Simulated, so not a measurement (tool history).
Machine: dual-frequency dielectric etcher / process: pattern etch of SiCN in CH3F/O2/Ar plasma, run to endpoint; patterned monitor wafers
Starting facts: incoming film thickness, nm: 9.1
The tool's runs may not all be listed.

run 1 hour=0 | source_power_(kW)=0.35 bias_power_(kW)=0.086 | endpoint_time_(s)=24.703
run 2 hour=6.1 | source_power_(kW)=0.35 bias_power_(kW)=0.074 | endpoint_time_(s)=25.9
run 3 hour=9.5 | source_power_(kW)=0.35 bias_power_(kW)=0.084 | endpoint_time_(s)=24.669
run 4 hour=14.7 | source_power_(kW)=0.38 bias_power_(kW)=0.084 | endpoint_time_(s)=24.225
run 5 hour=22.1 | source_power_(kW)=0.42 bias_power_(kW)=0.084 | endpoint_time_(s)=23.275
run 6 hour=30.2 | source_power_(kW)=0.42 bias_power_(kW)=0.073 | endpoint_time_(s)=24.203
run 7 hour=34.4 | source_power_(kW)=0.37 bias_power_(kW)=0.067 | endpoint_time_(s)=26.695
run 8 hour=40.9 | source_power_(kW)=0.34 bias_power_(kW)=0.065 | endpoint_time_(s)=27.666
run 9 hour=42.6 | source_power_(kW)=0.32 bias_power_(kW)=0.063 | endpoint_time_(s)=29.107

Run 10, settings as shown, results not yet in. Your forecast:
run 10 hour=51.2 | source_power_(kW)=0.31 bias_power_(kW)=0.062 | endpoint_time_(s)=?

endpoint time (s): 29.402
